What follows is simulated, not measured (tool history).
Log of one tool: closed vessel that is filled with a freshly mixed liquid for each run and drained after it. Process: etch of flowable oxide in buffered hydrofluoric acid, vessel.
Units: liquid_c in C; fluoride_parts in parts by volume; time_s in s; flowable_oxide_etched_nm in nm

run 1 hour=0.0 | liquid_c=25.0 fluoride_parts=8.0 time_s=30 | flowable_oxide_etched_nm=135.57
run 2 hour=5.5 | liquid_c=25.0 fluoride_parts=10.0 time_s=30 | flowable_oxide_etched_nm=111.83
run 3 hour=6.7 | liquid_c=25.0 fluoride_parts=10.0 time_s=30 | flowable_oxide_etched_nm=111.48
run 4 hour=14.3 | liquid_c=27.0 fluoride_parts=9.5 time_s=30 | flowable_oxide_etched_nm=128.09
run 5 hour=21.8 | liquid_c=27.0 fluoride_parts=9.5 time_s=30 | flowable_oxide_etched_nm=127.69
run 6 hour=31.0 | liquid_c=27.0 fluoride_parts=9.5 time_s=30 | flowable_oxide_etched_nm=127.32
run 7 hour=34.7 | liquid_c=28.5 fluoride_parts=8.5 time_s=30 | flowable_oxide_etched_nm=152.65
run 8 hour=43.6 | liquid_c=29.5 fluoride_parts=8.0 time_s=30 | flowable_oxide_etched_nm=170.89
run 9 hour=52.6 | liquid_c=30.5 fluoride_parts=8.0 time_s=30 | flowable_oxide_etched_nm=180.83
run 10 hour=55.8 | liquid_c=31.0 fluoride_parts=8.0 time_s=30 | flowable_oxide_etched_nm=184.94
run 11 hour=58.4 | liquid_c=32.0 fluoride_parts=7.5 time_s=30 | flowable_oxide_etched_nm=209.59
-- hour=61.8 thermometer replaced
run 12 hour=61.8 | liquid_c=31.0 fluoride_parts=7.5 time_s=30 | flowable_oxide_etched_nm=218.97
run 13 hour=63.8 | liquid_c=30.5 fluoride_parts=7.5 time_s=30 | flowable_oxide_etched_nm=212.82

Forecast run 14:
run 14 hour=64.8 | liquid_c=30.0 fluoride_parts=7.5 time_s=30 | flowable_oxide_etched_nm=?

Run 14 gave flowable_oxide_etched_nm 208.38 nm.

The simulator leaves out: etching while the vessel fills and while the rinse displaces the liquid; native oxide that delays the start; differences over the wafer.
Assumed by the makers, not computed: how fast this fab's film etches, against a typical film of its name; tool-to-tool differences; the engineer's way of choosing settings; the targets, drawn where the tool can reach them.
